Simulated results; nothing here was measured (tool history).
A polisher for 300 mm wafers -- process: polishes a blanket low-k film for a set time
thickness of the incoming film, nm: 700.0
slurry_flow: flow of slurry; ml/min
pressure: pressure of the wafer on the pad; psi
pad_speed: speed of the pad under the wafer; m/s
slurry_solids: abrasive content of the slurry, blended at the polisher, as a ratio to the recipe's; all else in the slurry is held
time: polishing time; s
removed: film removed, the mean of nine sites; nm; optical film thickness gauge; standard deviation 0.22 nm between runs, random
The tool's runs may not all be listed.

{"run": 1, "day": 0.0, "slurry_flow": 130, "pressure": 2.3, "pad_speed": 1.28, "slurry_solids": 1, "time": 37, "removed": 25.646}
{"run": 2, "day": 0.196, "slurry_flow": 110, "pressure": 2.3, "pad_speed": 1.28, "slurry_solids": 1, "time": 37, "removed": 25.047}
{"run": 3, "day": 0.404, "slurry_flow": 110, "pressure": 2.2, "pad_speed": 1.28, "slurry_solids": 1, "time": 37, "removed": 23.908}
{"run": 4, "day": 0.688, "slurry_flow": 140, "pressure": 2.2, "pad_speed": 1.28, "slurry_solids": 1, "time": 37, "removed": 24.938}
{"run": 5, "day": 0.754, "slurry_flow": 140, "pressure": 2.2, "pad_speed": 1.28, "slurry_solids": 1.1, "time": 37, "removed": 25.463}
{"run": 6, "day": 0.788, "slurry_flow": 140, "pressure": 2.1, "pad_speed": 1.28, "slurry_solids": 1.1, "time": 37, "removed": 24.771}
{"run": 7, "day": 1.162, "slurry_flow": 140, "pressure": 2, "pad_speed": 1.28, "slurry_solids": 1.1, "time": 37, "removed": 23.784}
{"run": 8, "day": 1.288, "slurry_flow": 140, "pressure": 1.9, "pad_speed": 1.28, "slurry_solids": 1.1, "time": 37, "removed": 22.861}
{"run": 9, "day": 1.388, "slurry_flow": 140, "pressure": 1.8, "pad_speed": 1.28, "slurry_solids": 1.1, "time": 37, "removed": 21.365}
{"run": 10, "day": 1.604, "slurry_flow": 135, "pressure": 1.7, "pad_speed": 1.28, "slurry_solids": 1.1, "time": 37, "removed": 19.741}

For run 11, what comes out?
{"run": 11, "day": 1.908, "slurry_flow": 130, "pressure": 1.7, "pad_speed": 1.28, "slurry_solids": 1.1, "time": 37, "removed": "?"}

{"run 11": {"removed": 19.788}}
